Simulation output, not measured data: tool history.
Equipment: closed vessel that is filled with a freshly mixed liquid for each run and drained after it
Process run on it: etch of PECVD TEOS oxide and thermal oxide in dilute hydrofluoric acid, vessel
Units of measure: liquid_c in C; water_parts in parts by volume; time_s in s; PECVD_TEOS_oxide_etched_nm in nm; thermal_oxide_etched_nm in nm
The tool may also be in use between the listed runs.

run,hour,liquid_c,water_parts,time_s,PECVD_TEOS_oxide_etched_nm,thermal_oxide_etched_nm
1,0,20,45,60,33.312,5.3125
2,9,20,30,60,51.509,8.1187
3,12.7,19.5,30,60,49.3,7.9521
4,16.6,18.5,30,60,48.178,7.622
5,22.4,18.5,25,60,56.842,9.1879
6,26.5,18,30,60,46.546,7.3783

For run 7, what comes out?
# hour 32.8: thermometer replaced
7,32.8,17.5,30,60,?,?

{"run 7": {"PECVD_TEOS_oxide_etched_nm": 48.341, "thermal_oxide_etched_nm": 7.6962}}
